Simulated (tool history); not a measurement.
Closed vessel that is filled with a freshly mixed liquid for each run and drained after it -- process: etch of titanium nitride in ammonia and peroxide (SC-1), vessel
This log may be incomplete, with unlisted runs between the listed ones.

run  hour  temperature setpoint of the liquid (K)  parts of water to one part of 30 % peroxide (parts by volume)  parts of 29 % ammonia solution to one part of 30 % peroxide (parts by volume)  time in the liquid (s)  thickness taken off the titanium nitride on a monitor wafer (angstrom)
  1   0.0                                  320.15                                                            7.0                                                                           0.45                     205                                                                 129.700
  2   6.9                                  320.15                                                            7.0                                                                           0.60                     205                                                                 137.810
  3  14.7                                  320.15                                                            7.0                                                                           0.60                     205                                                                 137.650
  4  24.3                                  321.15                                                            7.0                                                                           0.60                     205                                                                 145.870
  5  25.4                                  315.15                                                            7.0                                                                           0.60                     205                                                                  94.748
  6  30.7                                  315.15                                                            7.0                                                                           0.50                     205                                                                  92.968

What will run 7 give?
  7  33.3                                  323.15                                                            7.0                                                                           0.50                     205                                                                       ?

{"run 7": {"thickness taken off the titanium nitride on a monitor wafer (angstrom)": 163.09}}

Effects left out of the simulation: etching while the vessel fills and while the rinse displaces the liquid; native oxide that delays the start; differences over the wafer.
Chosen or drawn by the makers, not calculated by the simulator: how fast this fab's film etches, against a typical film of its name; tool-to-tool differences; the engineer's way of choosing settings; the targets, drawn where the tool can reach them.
